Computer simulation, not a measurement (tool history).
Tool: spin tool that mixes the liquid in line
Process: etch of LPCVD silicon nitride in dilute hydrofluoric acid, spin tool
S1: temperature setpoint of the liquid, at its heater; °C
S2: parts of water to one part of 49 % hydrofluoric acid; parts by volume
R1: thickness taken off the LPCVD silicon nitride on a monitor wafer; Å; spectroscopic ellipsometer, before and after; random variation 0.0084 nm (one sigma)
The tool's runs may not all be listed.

run 1 hour=0.0 | S1=25.0 S2=135 time_under_the_liquid_(s)=35 | R1=1.39410
run 2 hour=6.6 | S1=25.0 S2=115 time_under_the_liquid_(s)=35 | R1=1.62620
run 3 hour=10.7 | S1=26.0 S2=110 time_under_the_liquid_(s)=35 | R1=1.88840
run 4 hour=15.5 | S1=26.0 S2=110 time_under_the_liquid_(s)=15 | R1=0.79621
run 5 hour=23.2 | S1=26.0 S2=110 time_under_the_liquid_(s)=35 | R1=1.76320
run 6 hour=29.9 | S1=28.5 S2=110 time_under_the_liquid_(s)=35 | R1=2.18630

For run 7, what comes out?
run 7 hour=36.8 | S1=29.0 S2=110 time_under_the_liquid_(s)=35 | R1=?

R1: 2.24810 Å
